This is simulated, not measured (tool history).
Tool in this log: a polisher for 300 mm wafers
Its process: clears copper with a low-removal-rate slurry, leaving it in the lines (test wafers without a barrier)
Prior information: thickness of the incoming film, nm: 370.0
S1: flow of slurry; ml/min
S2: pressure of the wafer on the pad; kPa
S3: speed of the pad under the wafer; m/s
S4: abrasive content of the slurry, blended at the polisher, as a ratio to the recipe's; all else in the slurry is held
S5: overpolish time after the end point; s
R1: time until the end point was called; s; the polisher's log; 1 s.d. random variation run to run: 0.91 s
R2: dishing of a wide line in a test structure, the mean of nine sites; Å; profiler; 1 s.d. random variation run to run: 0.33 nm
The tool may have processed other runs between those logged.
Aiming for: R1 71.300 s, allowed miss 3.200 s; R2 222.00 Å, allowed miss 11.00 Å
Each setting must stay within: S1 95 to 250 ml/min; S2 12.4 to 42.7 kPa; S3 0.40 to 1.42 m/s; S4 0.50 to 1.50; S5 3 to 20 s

run	hour	S1	S2	S3	S4	S5	R1	R2
1	0.0	160	27.6	0.90	1.00	10	94.711	277.80
2	9.0	160	27.6	0.90	1.00	12	96.612	320.00
3	10.4	160	25.5	0.90	1.00	12	103.650	306.43
4	17.9	165	27.6	0.90	1.00	10	93.156	271.45
5	26.2	165	27.6	0.90	0.85	10	94.527	268.08
6	33.7	165	27.6	1.00	0.85	10	88.249	286.33
7	38.4	170	29.0	1.00	0.85	9	83.519	284.54
8	39.4	170	30.3	1.00	0.85	8	79.909	258.58
9	41.4	190	34.5	0.98	0.85	5	72.226	189.45
10	44.4	185	34.5	0.98	0.85	5	70.831	186.02

Pick the move, out of 4, that brings all results within their allowed miss; only one does.
A	47.4	140	29.6	1.12	0.55	8	?	?
B	47.4	160	33.8	1.00	1.00	7	?	?
C	47.4	155	25.5	1.38	0.80	6	?	?
D	47.4	175	35.2	0.88	0.70	8	?	?

move	R1	R2
A	80.388	259.93
B	71.546	256.50
C	70.678	223.18
D	80.291	261.13
A: moves the result that the last run missed by most past its target, out the other side
B: moves the result that the last run missed by most past its target, out the other side
C: all results land within tolerance of their targets
D: moves the result that the last run missed by most past its target, out the other side
C is the move that brings every result within its allowed miss.
